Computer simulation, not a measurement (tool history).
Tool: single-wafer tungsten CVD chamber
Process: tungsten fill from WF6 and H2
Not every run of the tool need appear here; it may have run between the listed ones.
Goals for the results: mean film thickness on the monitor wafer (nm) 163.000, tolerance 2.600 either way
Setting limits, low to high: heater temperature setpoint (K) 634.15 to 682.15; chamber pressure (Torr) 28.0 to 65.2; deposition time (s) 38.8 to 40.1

run,day,heater temperature setpoint (K),chamber pressure (Torr),deposition time (s),mean film thickness on the monitor wafer (nm)
1,0.000,658.15,46.6,38.8,100.810
2,0.258,658.15,39.7,38.8,89.123
3,0.329,664.15,41.7,38.8,106.520
4,0.354,660.15,41.7,38.8,97.289
5,0.642,666.15,42.3,38.8,112.490
6,0.679,670.15,42.5,38.8,123.210
7,0.750,673.15,42.7,38.8,130.540
8,1.071,675.15,43.3,38.8,137.660
9,1.188,677.15,43.7,38.8,144.190
10,1.500,678.15,44.0,38.8,149.580
11,1.796,679.15,44.0,38.8,151.190
12,2.075,680.15,44.2,38.8,154.310
13,2.108,681.15,44.5,38.8,158.880
14,2.208,681.15,44.6,38.8,157.760
15,2.567,681.15,44.9,38.8,159.040

4 next moves are on the table. One of them brings every result within its allowed miss. Which?
A,2.925,678.15,46.9,39.6,?
B,2.925,678.15,48.6,39.8,?
C,2.925,680.15,46.1,38.8,?
D,2.925,676.15,50.5,38.8,?

move,mean film thickness on the monitor wafer (nm)
A,156.510
B,161.140
C,157.660
D,154.790
A: its largest miss is bigger than the last run's
B: hits every target within its allowed miss
C: its largest miss is bigger than the last run's
D: its largest miss is bigger than the last run's
Go with B: it meets all targets.

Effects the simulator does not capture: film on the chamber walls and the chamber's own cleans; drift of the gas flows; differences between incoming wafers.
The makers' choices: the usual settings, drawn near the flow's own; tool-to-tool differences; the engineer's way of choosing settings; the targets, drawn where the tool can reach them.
